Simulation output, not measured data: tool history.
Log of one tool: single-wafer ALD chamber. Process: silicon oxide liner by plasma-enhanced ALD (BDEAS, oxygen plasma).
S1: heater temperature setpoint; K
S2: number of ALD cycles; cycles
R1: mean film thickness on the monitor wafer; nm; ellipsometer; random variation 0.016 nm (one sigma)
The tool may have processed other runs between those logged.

{"run": 1, "hour": 0.0, "S1": 593.15, "S2": 44, "R1": 4.2421}
{"run": 2, "hour": 7.1, "S1": 594.15, "S2": 42, "R1": 4.0413}
{"run": 3, "hour": 9.6, "S1": 594.15, "S2": 38, "R1": 3.6819}
{"run": 4, "hour": 16.8, "S1": 594.15, "S2": 34, "R1": 3.2848}
{"run": 5, "hour": 17.3, "S1": 594.15, "S2": 35, "R1": 3.3625}
{"run": 6, "hour": 26.1, "S1": 594.15, "S2": 31, "R1": 2.9766}
{"run": 7, "hour": 27.0, "S1": 594.15, "S2": 33, "R1": 3.1707}
{"run": 8, "hour": 33.5, "S1": 594.15, "S2": 34, "R1": 3.2592}
{"run": 9, "hour": 41.7, "S1": 594.15, "S2": 35, "R1": 3.3864}

Forecast run 10:
{"run": 10, "hour": 45.7, "S1": 594.15, "S2": 36, "R1": "?"}

{"run 10": {"R1": 3.4503}}
